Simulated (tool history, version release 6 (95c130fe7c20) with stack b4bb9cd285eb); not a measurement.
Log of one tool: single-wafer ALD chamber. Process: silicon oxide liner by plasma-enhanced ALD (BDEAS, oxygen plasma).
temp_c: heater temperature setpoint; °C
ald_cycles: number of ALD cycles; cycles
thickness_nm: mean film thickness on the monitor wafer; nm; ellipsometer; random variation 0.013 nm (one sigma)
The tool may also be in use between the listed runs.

run	hour	temp_c	ald_cycles	thickness_nm
1	0	315	45	3.9561
2	1.7	315	39	3.4408
3	3.2	315	34	2.9976
4	9.5	313	38	3.3794
5	13.5	313	34	3.0121
6	18.6	310	38	3.3783

The next listed run, before its measurement:
7	19.4	307	41	?

{"run 7": {"thickness_nm": 3.641}}

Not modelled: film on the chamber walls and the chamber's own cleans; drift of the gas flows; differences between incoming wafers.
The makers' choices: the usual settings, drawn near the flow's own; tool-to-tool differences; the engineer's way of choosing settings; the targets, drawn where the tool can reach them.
